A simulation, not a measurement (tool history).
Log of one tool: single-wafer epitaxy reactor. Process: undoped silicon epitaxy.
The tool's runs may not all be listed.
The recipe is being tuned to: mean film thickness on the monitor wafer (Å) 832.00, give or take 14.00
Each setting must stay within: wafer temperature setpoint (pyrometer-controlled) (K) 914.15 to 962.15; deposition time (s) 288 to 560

run    day  wafer temperature setpoint (pyrometer-controlled) (K)  deposition time (s)  mean film thickness on the monitor wafer (Å)
  1  0.000                                                 938.15                  424                                        972.67
  2  0.304                                                 938.15                  380                                        877.61
  3  0.458                                                 938.15                  433                                        996.80
  4  0.638                                                 930.15                  433                                        863.91
  5  0.904                                                 941.15                  433                                       1062.40
  6  1.225                                                 951.15                  433                                       1261.00
  7  1.333                                                 945.15                  432                                       1140.00
  8  1.371                                                 941.15                  431                                       1052.70
  9  1.400                                                 938.15                  431                                        989.40
 10  1.688                                                 936.15                  431                                        957.17
 11  1.917                                                 936.15                  431                                        962.02
 12  2.008                                                 934.15                  431                                        928.95
 13  2.067                                                 932.15                  431                                        890.00
 14  2.283                                                 931.15                  431                                        873.62
 15  2.467                                                 930.15                  431                                        854.80

Consider the 5 candidate settings below. Which is the only one whose results all fall within their allowed miss of target?
  A  2.650                                                 930.15                  440                                             ?
  B  2.650                                                 930.15                  447                                             ?
  C  2.650                                                 920.15                  534                                             ?
  D  2.650                                                 929.15                  449                                             ?
  E  2.650                                                 921.15                  496                                             ?

move  mean film thickness on the monitor wafer (Å)
   A                                        878.95
   B                                        892.93
   C                                        881.80
   D                                        880.15
   E                                        834.93
A: moves away from the targets compared with the last run
B: moves away from the targets compared with the last run
C: moves away from the targets compared with the last run
D: moves away from the targets compared with the last run
E: hits every target within its allowed miss
The move that meets every target is E.

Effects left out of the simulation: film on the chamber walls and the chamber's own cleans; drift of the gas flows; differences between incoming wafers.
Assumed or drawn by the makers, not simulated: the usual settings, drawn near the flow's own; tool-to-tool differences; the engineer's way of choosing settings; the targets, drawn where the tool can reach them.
